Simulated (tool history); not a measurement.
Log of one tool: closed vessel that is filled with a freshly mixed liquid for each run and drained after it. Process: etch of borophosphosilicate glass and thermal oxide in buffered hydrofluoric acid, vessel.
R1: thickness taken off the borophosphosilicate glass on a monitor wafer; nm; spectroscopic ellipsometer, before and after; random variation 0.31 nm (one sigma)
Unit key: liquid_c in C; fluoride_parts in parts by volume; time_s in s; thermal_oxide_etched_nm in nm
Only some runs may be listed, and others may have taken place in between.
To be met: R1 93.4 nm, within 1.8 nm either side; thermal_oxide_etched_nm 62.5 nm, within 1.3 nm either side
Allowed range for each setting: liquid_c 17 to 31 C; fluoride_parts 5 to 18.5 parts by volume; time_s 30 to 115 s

run 1 hour=0 | liquid_c=23 fluoride_parts=11.5 time_s=60 | R1=83.092 thermal_oxide_etched_nm=55.556
run 2 hour=5.6 | liquid_c=23 fluoride_parts=11.5 time_s=80 | R1=109.94 thermal_oxide_etched_nm=74.239
run 3 hour=14.5 | liquid_c=22.5 fluoride_parts=11.5 time_s=80 | R1=107.24 thermal_oxide_etched_nm=71.876
run 4 hour=16.7 | liquid_c=19.5 fluoride_parts=11.5 time_s=80 | R1=91.353 thermal_oxide_etched_nm=61.237
run 5 hour=19.7 | liquid_c=19.5 fluoride_parts=14 time_s=80 | R1=74.708 thermal_oxide_etched_nm=50.397
run 6 hour=23.5 | liquid_c=19.5 fluoride_parts=16 time_s=80 | R1=65.757 thermal_oxide_etched_nm=44.097
run 7 hour=28.7 | liquid_c=20.5 fluoride_parts=16 time_s=80 | R1=69.798 thermal_oxide_etched_nm=46.91
run 8 hour=34.6 | liquid_c=21.5 fluoride_parts=16 time_s=80 | R1=72.956 thermal_oxide_etched_nm=49.652
run 9 hour=39.7 | liquid_c=22 fluoride_parts=16 time_s=80 | R1=75.301 thermal_oxide_etched_nm=50.641
run 10 hour=46.6 | liquid_c=22.5 fluoride_parts=16 time_s=80 | R1=77.65 thermal_oxide_etched_nm=52.687
run 11 hour=48 | liquid_c=23 fluoride_parts=16 time_s=80 | R1=79.384 thermal_oxide_etched_nm=53.837
run 12 hour=50.2 | liquid_c=23 fluoride_parts=16 time_s=80 | R1=79.456 thermal_oxide_etched_nm=54.263
run 13 hour=55.6 | liquid_c=23 fluoride_parts=16 time_s=80 | R1=79.956 thermal_oxide_etched_nm=54.083
run 14 hour=58.5 | liquid_c=23.5 fluoride_parts=16 time_s=80 | R1=81.691 thermal_oxide_etched_nm=55.593
run 15 hour=63.1 | liquid_c=24 fluoride_parts=16 time_s=80 | R1=84.332 thermal_oxide_etched_nm=57.116
run 16 hour=64.6 | liquid_c=24.5 fluoride_parts=16 time_s=80 | R1=86.635 thermal_oxide_etched_nm=58.53
run 17 hour=69.4 | liquid_c=25.5 fluoride_parts=16 time_s=80 | R1=91.194 thermal_oxide_etched_nm=61.856

Which of these 4 next moves meets every target?
run A hour=74.2 | liquid_c=22 fluoride_parts=11 time_s=65 | R1=? thermal_oxide_etched_nm=?
run B hour=74.2 | liquid_c=24.5 fluoride_parts=11.5 time_s=60 | R1=? thermal_oxide_etched_nm=?
run C hour=74.2 | liquid_c=23.5 fluoride_parts=10.5 time_s=60 | R1=? thermal_oxide_etched_nm=?
run D hour=74.2 | liquid_c=23.5 fluoride_parts=18.5 time_s=100 | R1=? thermal_oxide_etched_nm=?

move=A R1=88.696 thermal_oxide_etched_nm=59.855
move=B R1=89.747 thermal_oxide_etched_nm=60.676
move=C R1=92.978 thermal_oxide_etched_nm=62.783
move=D R1=88.662 thermal_oxide_etched_nm=60.041
A: lands further from the targets than the last run did
B: lands further from the targets than the last run did
C: hits every target within its allowed miss
D: lands further from the targets than the last run did
Go with C: it meets all targets.
